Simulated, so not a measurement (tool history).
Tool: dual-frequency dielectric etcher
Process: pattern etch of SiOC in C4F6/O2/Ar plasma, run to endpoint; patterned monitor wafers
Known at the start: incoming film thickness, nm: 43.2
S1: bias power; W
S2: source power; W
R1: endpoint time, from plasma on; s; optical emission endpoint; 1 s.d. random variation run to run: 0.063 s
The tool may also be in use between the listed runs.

{"run": 1, "day": 0.0, "S1": 614, "S2": 280, "R1": 15.045}
{"run": 2, "day": 0.267, "S1": 614, "S2": 250, "R1": 15.957}
{"run": 3, "day": 0.333, "S1": 585, "S2": 250, "R1": 16.226}
{"run": 4, "day": 0.488, "S1": 690, "S2": 250, "R1": 15.118}
{"run": 5, "day": 0.6, "S1": 650, "S2": 250, "R1": 15.416}
{"run": 6, "day": 0.8, "S1": 616, "S2": 250, "R1": 15.934}
{"run": 7, "day": 0.996, "S1": 589, "S2": 250, "R1": 16.115}
{"run": 8, "day": 1.092, "S1": 562, "S2": 250, "R1": 16.435}
{"run": 9, "day": 1.238, "S1": 540, "S2": 250, "R1": 16.771}
{"run": 10, "day": 1.492, "S1": 523, "S2": 250, "R1": 16.912}
{"run": 11, "day": 1.671, "S1": 508, "S2": 250, "R1": 17.09}
{"run": 12, "day": 1.738, "S1": 495, "S2": 250, "R1": 17.419}

Run 13 comes next. What will it give?
{"day": 2.062, "done": "bias power generator calibrated"}
{"run": 13, "day": 2.062, "S1": 487, "S2": 250, "R1": "?"}

{"run 13": {"R1": 16.94}}

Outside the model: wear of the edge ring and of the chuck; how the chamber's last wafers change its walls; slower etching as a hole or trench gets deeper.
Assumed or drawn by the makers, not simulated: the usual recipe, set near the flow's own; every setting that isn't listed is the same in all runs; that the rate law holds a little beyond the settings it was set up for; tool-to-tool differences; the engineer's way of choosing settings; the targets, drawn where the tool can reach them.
